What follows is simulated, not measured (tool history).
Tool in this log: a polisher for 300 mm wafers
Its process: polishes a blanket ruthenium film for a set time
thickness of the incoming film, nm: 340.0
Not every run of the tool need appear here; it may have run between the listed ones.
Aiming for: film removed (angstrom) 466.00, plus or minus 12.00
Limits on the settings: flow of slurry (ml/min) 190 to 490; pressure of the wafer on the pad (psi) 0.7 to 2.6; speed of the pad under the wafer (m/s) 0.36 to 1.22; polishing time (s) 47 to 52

run,hour,flow of slurry (ml/min),pressure of the wafer on the pad (psi),speed of the pad under the wafer (m/s),polishing time (s),film removed (angstrom)
1,0.0,315,1.6,0.78,52,328.84
2,4.6,315,1.6,0.78,52,332.30
3,8.7,265,1.6,0.78,52,326.37
4,9.5,265,1.7,0.78,52,341.57
5,17.9,265,1.7,0.98,52,401.86
6,22.5,285,1.8,0.98,52,430.29
7,26.9,295,1.8,0.98,52,430.14
8,33.3,300,1.8,0.98,52,430.94
9,41.4,305,1.8,0.98,52,435.05

Which single option among these 4 for the next run brings every result within its allowed miss of target? Just one does.
A,49.5,290,2.2,1.00,50,?
B,49.5,245,2.1,1.04,52,?
C,49.5,295,2.1,0.96,50,?
D,49.5,390,2.3,0.96,47,?

move,film removed (angstrom)
A,503.75
B,509.54
C,469.63
D,489.05
A: the result that was furthest off in the last run now lies on the other side of its target
B: the result that was furthest off in the last run now lies on the other side of its target
C: hits every target within its allowed miss
D: the result that was furthest off in the last run now lies on the other side of its target
The move that meets every target is C.

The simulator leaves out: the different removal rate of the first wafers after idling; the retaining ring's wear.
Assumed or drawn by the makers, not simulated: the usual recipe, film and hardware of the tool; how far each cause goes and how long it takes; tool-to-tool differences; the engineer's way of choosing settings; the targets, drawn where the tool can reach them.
